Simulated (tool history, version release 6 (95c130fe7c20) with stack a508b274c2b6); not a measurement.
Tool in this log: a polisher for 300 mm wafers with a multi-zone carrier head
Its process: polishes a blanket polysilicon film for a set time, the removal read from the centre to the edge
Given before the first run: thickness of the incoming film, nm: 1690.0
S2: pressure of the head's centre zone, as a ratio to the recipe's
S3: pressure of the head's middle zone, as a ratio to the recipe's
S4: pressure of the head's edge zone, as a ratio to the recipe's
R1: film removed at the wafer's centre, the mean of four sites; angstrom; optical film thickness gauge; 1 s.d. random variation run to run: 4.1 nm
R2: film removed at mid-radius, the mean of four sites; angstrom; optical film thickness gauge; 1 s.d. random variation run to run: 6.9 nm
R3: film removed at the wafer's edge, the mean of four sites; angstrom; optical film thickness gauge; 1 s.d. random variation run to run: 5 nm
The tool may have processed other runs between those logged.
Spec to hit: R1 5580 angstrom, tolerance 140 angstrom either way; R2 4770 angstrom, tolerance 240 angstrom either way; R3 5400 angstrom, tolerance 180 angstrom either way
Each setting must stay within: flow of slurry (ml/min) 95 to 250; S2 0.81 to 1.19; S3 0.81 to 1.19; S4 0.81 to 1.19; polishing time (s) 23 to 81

{"run": 1, "hour": 0.0, "flow of slurry (ml/min)": 160, "S2": 1, "S3": 1, "S4": 1, "polishing time (s)": 52, "R1": 4898.9, "R2": 4536.5, "R3": 4674.4}
{"run": 2, "hour": 1.8, "flow of slurry (ml/min)": 130, "S2": 1, "S3": 1, "S4": 1, "polishing time (s)": 52, "R1": 4654.2, "R2": 4296.2, "R3": 4569.8}
{"run": 3, "hour": 8.7, "flow of slurry (ml/min)": 155, "S2": 1.01, "S3": 0.98, "S4": 1.05, "polishing time (s)": 52, "R1": 4909.5, "R2": 4408.8, "R3": 4800.1}
{"run": 4, "hour": 17.0, "flow of slurry (ml/min)": 155, "S2": 1.01, "S3": 0.98, "S4": 1.05, "polishing time (s)": 57, "R1": 5423.4, "R2": 4840.5, "R3": 5152.5}
{"run": 5, "hour": 17.6, "flow of slurry (ml/min)": 155, "S2": 1.05, "S3": 0.98, "S4": 1.05, "polishing time (s)": 57, "R1": 5650.7, "R2": 4830.6, "R3": 5157.5}
{"run": 6, "hour": 24.3, "flow of slurry (ml/min)": 130, "S2": 1.05, "S3": 0.98, "S4": 1.05, "polishing time (s)": 57, "R1": 5352.2, "R2": 4661.9, "R3": 5131.5}
{"run": 7, "hour": 27.3, "flow of slurry (ml/min)": 135, "S2": 1.05, "S3": 0.98, "S4": 1.07, "polishing time (s)": 57, "R1": 5438.7, "R2": 4730.8, "R3": 5122.2}
{"run": 8, "hour": 29.6, "flow of slurry (ml/min)": 140, "S2": 1.05, "S3": 0.97, "S4": 1.09, "polishing time (s)": 57, "R1": 5487, "R2": 4800.9, "R3": 5214.1}

Which single option among these 4 for the next run brings every result within its allowed miss of target? Just one does.
{"run": "A", "hour": 31.9, "flow of slurry (ml/min)": 100, "S2": 1.01, "S3": 0.97, "S4": 1.14, "polishing time (s)": 65, "R1": "?", "R2": "?", "R3": "?"}
{"run": "B", "hour": 31.9, "flow of slurry (ml/min)": 130, "S2": 1.06, "S3": 0.97, "S4": 1.11, "polishing time (s)": 56, "R1": "?", "R2": "?", "R3": "?"}
{"run": "C", "hour": 31.9, "flow of slurry (ml/min)": 185, "S2": 1.12, "S3": 1.01, "S4": 1.11, "polishing time (s)": 51, "R1": "?", "R2": "?", "R3": "?"}
{"run": "D", "hour": 31.9, "flow of slurry (ml/min)": 110, "S2": 1.03, "S3": 0.92, "S4": 1.02, "polishing time (s)": 64, "R1": "?", "R2": "?", "R3": "?"}

move=A R1=5350.6 R2=4878.4 R3=5686.5
move=B R1=5291.3 R2=4544 R3=5100.2
move=C R1=5530.2 R2=4605.1 R3=4894.3
move=D R1=5568.2 R2=4742.2 R3=5412.9
A: carries the result that was furthest off beyond its target, to the other side
B: misses by more than the last run did
C: misses by more than the last run did
D: hits every target within its allowed miss
D meets every target.

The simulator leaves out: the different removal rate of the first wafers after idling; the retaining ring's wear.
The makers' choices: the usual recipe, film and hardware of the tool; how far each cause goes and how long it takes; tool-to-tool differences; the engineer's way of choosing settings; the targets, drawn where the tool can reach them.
